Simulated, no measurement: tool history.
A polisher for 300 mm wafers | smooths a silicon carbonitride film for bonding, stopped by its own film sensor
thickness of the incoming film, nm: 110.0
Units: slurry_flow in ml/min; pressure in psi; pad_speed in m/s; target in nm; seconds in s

run	hour	slurry_flow	pressure	pad_speed	slurry_solids	target	seconds
1	0.0	205	1.8	1.04	1.00	83	152.30
2	3.6	205	1.7	0.98	1.00	83	168.13
3	7.9	235	1.7	0.98	1.00	83	168.06
4	9.9	235	1.6	0.92	1.00	83	178.14
5	17.5	235	1.9	0.92	1.00	83	150.27
6	23.2	235	1.7	0.86	1.00	83	173.51
7	26.1	235	1.6	0.80	0.95	83	201.13
8	31.9	235	1.5	0.78	0.95	83	216.75
9	36.4	235	1.4	0.76	0.95	83	231.60
10	39.9	235	1.3	0.74	0.95	83	255.02
11	46.3	235	1.2	0.74	0.95	83	278.93
12	50.7	235	1.2	0.74	0.95	83	268.04

Run 13 comes next. What will it give?
13	58.2	235	1.1	0.72	0.95	83	?

{"run 13": {"seconds": 298.62}}
